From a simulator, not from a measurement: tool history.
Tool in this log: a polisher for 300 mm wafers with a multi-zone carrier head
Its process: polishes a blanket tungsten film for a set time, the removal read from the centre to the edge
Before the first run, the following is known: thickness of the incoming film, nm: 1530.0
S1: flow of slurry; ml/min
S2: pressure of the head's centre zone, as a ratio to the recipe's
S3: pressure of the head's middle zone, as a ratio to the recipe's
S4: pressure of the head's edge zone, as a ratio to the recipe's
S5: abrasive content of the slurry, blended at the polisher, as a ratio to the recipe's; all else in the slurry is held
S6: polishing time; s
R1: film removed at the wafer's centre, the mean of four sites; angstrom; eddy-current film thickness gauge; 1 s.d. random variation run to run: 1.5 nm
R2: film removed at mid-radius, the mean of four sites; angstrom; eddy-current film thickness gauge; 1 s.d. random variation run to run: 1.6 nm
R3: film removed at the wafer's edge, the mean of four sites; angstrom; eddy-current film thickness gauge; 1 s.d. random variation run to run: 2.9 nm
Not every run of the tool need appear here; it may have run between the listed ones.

| run | hour | S1 | S2 | S3 | S4 | S5 | S6 | R1 | R2 | R3 |
|---|---|---|---|---|---|---|---|---|---|---|
| 1 | 0.0 | 260 | 1.00 | 1.00 | 1.00 | 1.00 | 68 | 3007.0 | 3057.7 | 3070.7 |
| 2 | 7.8 | 260 | 1.00 | 1.00 | 1.06 | 1.00 | 68 | 3017.1 | 3051.9 | 3144.4 |
| 3 | 12.0 | 260 | 1.04 | 1.00 | 1.06 | 1.00 | 68 | 3084.3 | 3042.2 | 3127.2 |
| 4 | 17.3 | 260 | 1.04 | 1.00 | 0.98 | 1.00 | 68 | 3079.6 | 3049.4 | 2957.2 |
| 5 | 22.9 | 295 | 1.04 | 1.00 | 0.98 | 1.00 | 68 | 3076.0 | 3085.9 | 3037.3 |
| 6 | 24.0 | 295 | 1.00 | 1.00 | 0.98 | 1.00 | 68 | 3075.5 | 3118.3 | 3024.6 |
| 7 | 25.8 | 285 | 0.99 | 0.98 | 0.98 | 0.95 | 66 | 2919.4 | 2946.6 | 2927.6 |
| 8 | 32.9 | 280 | 0.98 | 0.96 | 0.98 | 0.90 | 64 | 2786.2 | 2727.0 | 2759.2 |
| 9 | 40.7 | 275 | 0.96 | 0.94 | 0.98 | 0.85 | 63 | 2666.6 | 2623.5 | 2712.4 |
| 10 | 44.0 | 270 | 0.95 | 0.92 | 0.97 | 0.80 | 62 | 2591.9 | 2512.2 | 2617.8 |
| 11 | 51.6 | 270 | 0.95 | 0.92 | 0.97 | 0.80 | 62 | 2598.1 | 2521.4 | 2669.5 |
| 12 | 58.9 | 265 | 0.94 | 0.91 | 0.96 | 0.75 | 61 | 2478.9 | 2456.5 | 2588.0 |
| 13 | 62.3 | 265 | 0.94 | 0.90 | 0.96 | 0.70 | 59 | 2413.8 | 2304.4 | 2437.4 |
| 14 | 66.0 | 260 | 0.93 | 0.89 | 0.96 | 0.65 | 58 | 2312.8 | 2256.1 | 2405.7 |
| 15 | 72.2 | 240 | 0.96 | 0.81 | 0.92 | 0.50 | 49 | 1873.7 | 1678.3 | 1859.1 |
| 16 | 73.0 | 250 | 0.96 | 0.81 | 0.93 | 0.50 | 49 | 1881.5 | 1685.9 | 1837.4 |
| 17 | 79.9 | 250 | 0.96 | 0.81 | 0.95 | 0.55 | 49 | 1918.5 | 1694.4 | 1922.4 |

What does the tool deliver on the next run?
| 18 | 81.2 | 260 | 0.96 | 0.82 | 0.96 | 0.55 | 49 | ? | ? | ? |

{"run 18": {"R1": 1923.8, "R2": 1736.7, "R3": 1948.3}}
